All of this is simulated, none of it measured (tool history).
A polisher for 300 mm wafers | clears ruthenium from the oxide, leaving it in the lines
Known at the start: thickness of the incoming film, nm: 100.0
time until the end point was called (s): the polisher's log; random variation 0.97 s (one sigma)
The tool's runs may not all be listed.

run,hour,flow of slurry (ml/min),pressure of the wafer on the pad (psi),speed of the pad under the wafer (m/s),overpolish time after the end point (s),time until the end point was called (s)
1,0,260,2.8,1.1,9,62.192
2,4.9,260,2.6,1.1,9,66.01
3,7.1,260,2.6,1.28,9,56.744
4,8.5,205,2.6,1.28,9,59.25
5,9.1,170,2.6,1.28,9,60.166
6,9.7,170,2.1,1.28,9,71.896
7,12.3,170,2.1,1.28,9,72.742
8,13.7,170,2,1.26,9,75.934
9,22,170,1.9,1.24,9,79.983
10,31,165,1.3,1.1,9,122.13
11,31.9,170,1.3,1.1,9,122.03
12,34,175,1.3,1.1,9,122.32
13,35.3,180,1.4,1.1,9,113.94
14,37.8,180,1.4,1.1,9,114.11
15,46.1,180,1.4,1.1,9,112.42

The next listed run, before its measurement:
16,54.1,185,1.4,1.1,9,?

time until the end point was called (s): 113.43
